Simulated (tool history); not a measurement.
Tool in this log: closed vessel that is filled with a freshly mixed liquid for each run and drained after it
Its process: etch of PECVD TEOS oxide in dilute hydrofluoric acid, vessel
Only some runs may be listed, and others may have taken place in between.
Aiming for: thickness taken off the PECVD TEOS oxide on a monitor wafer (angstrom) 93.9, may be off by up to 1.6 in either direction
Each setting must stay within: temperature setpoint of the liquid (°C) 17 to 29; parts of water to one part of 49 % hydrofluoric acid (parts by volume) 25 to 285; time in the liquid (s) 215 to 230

| run | hour | temperature setpoint of the liquid (°C) | parts of water to one part of 49 % hydrofluoric acid (parts by volume) | time in the liquid (s) | thickness taken off the PECVD TEOS oxide on a monitor wafer (angstrom) |
|---|---|---|---|---|---|
| 1 | 0 | 21 | 155 | 215 | 168.7 |
| 2 | 3.2 | 22.5 | 155 | 215 | 179.51 |
| 3 | 11.1 | 21 | 170 | 215 | 152.96 |
| 4 | 14.7 | 17.5 | 170 | 215 | 133.97 |
| 5 | 15.7 | 17.5 | 180 | 215 | 125.07 |
| 6 | 22.7 | 17.5 | 135 | 215 | 172.72 |
| 7 | 31.2 | 17.5 | 155 | 215 | 149.32 |
| 8 | 38.5 | 17.5 | 170 | 215 | 132.16 |
| 9 | 43.5 | 17.5 | 180 | 215 | 123.59 |
| 10 | 49.4 | 17 | 220 | 215 | 95.84 |
| 11 | 50.5 | 17 | 220 | 215 | 96.581 |

Pick the move, out of 5, that brings all results within their allowed miss; only one does.
| A | 51.6 | 17 | 230 | 230 | ? |
| B | 51.6 | 17.5 | 220 | 215 | ? |
| C | 51.6 | 17 | 215 | 215 | ? |
| D | 51.6 | 17 | 220 | 220 | ? |
| E | 51.6 | 17 | 225 | 215 | ? |

| move | thickness taken off the PECVD TEOS oxide on a monitor wafer (angstrom) |
|---|---|
| A | 97.534 |
| B | 98.083 |
| C | 98.852 |
| D | 98.408 |
| E | 93.615 |
A: further off than the last run
B: further off than the last run
C: further off than the last run
D: further off than the last run
E: every result lands within tolerance
The move that meets every target is E.
